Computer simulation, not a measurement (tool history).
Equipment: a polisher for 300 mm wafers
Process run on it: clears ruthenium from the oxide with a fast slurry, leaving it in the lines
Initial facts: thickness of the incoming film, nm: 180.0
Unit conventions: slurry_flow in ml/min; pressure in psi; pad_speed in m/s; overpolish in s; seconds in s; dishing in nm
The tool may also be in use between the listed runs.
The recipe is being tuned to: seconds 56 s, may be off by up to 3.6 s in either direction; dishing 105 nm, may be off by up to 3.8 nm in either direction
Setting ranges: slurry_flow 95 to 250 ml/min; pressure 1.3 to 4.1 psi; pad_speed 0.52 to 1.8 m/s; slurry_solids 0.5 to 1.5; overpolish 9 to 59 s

run,hour,slurry_flow,pressure,pad_speed,slurry_solids,overpolish,seconds,dishing
1,0,160,2.7,1.16,1,30,34.123,97.756
2,4.7,160,2.7,1.42,1,30,29.178,110.22
3,12,175,2.7,1.42,1,30,28.471,112.03
4,16.2,200,2.7,1.42,1,30,27.011,111.37
5,20.4,230,2.7,1.42,1,30,26.882,113.7
6,25.2,230,2.5,1.38,1,33,30.291,112.95
7,33.1,230,2.3,1.36,1,35,33.984,110.69
8,38.5,230,2.1,1.36,1,37,37.321,110.43
9,42.7,230,2,1.36,1,38,38.43,108.29
10,44.4,230,1.9,1.34,1,40,39.792,106.37
11,49.5,230,1.9,1.34,1,40,39.357,107.4
12,55.5,230,1.8,1.32,1,42,42.091,102.63
13,59.1,230,1.7,1.3,1,45,45.631,103.32
14,66.2,230,1.6,1.3,1,47,49.148,103.22
15,74.2,230,1.6,1.3,1,48,48.788,104.51
16,79.5,215,1.3,1.28,1,53,60.444,98.806

Exercise: of the 5 proposed moves below, exactly one satisfies all targets within the stated allowed misses. Which move is it?
A,84.8,250,1.6,1.22,0.85,53,?,?
B,84.8,230,1.3,1.1,1.15,53,?,?
C,84.8,215,1.3,1.22,1.15,47,?,?
D,84.8,210,1.6,1.26,0.95,44,?,?
E,84.8,210,1.3,1.34,0.95,47,?,?

move,seconds,dishing
A,55.551,102.66
B,66.227,91.683
C,60.388,89.98
D,52.268,94.805
E,59.904,90.471
A: all results land within tolerance of their targets
B: further off than the last run
C: further off than the last run
D: further off than the last run
E: further off than the last run
A meets every target.

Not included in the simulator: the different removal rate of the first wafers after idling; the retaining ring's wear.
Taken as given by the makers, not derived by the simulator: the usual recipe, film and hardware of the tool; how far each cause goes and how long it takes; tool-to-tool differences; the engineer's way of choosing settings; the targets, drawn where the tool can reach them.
